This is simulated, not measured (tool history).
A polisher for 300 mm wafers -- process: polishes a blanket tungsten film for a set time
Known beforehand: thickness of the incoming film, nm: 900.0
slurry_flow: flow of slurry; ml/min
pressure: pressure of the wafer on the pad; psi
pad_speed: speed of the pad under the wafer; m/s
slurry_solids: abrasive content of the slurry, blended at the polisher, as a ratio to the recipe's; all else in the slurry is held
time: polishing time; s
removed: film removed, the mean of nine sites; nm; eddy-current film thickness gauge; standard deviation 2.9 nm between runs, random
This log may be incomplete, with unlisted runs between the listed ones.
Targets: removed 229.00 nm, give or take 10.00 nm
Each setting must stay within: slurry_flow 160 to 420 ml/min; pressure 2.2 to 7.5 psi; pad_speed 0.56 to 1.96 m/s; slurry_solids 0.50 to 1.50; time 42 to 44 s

run,day,slurry_flow,pressure,pad_speed,slurry_solids,time,removed
1,0.000,270,4.8,1.26,1.00,42,249.81
2,0.300,245,4.8,1.26,1.00,42,249.89
3,0.467,245,4.8,0.96,1.00,42,188.53
4,0.571,245,4.1,0.96,1.00,42,161.44
5,0.817,245,4.6,0.96,1.00,42,183.87
6,1.058,245,4.6,0.96,1.15,42,190.64
7,1.292,245,4.8,0.96,1.15,42,200.28
8,1.392,245,5.0,0.96,1.15,42,209.62
9,1.454,245,5.1,0.96,1.15,42,210.47
10,1.621,245,5.2,0.96,1.15,42,214.42
11,1.746,245,5.3,0.96,1.15,42,216.95
# day 1.804: worn pad replaced by a new one
12,1.804,245,5.4,0.96,1.15,42,251.00

4 candidate next runs follow, results not yet known. Just one meets every target within its allowed miss. Identify it.
A,1.862,230,5.5,0.92,1.15,43,?
B,1.862,420,5.0,1.02,1.30,42,?
C,1.862,255,4.9,1.14,0.95,44,?
D,1.862,255,6.1,0.72,1.20,44,?

move,removed
A,240.54
B,255.75
C,259.56
D,219.96
A: nearer than the last run, and not there yet
B: further off than the last run
C: further off than the last run
D: every result lands within tolerance
So the answer is move D, the one that meets all the targets.
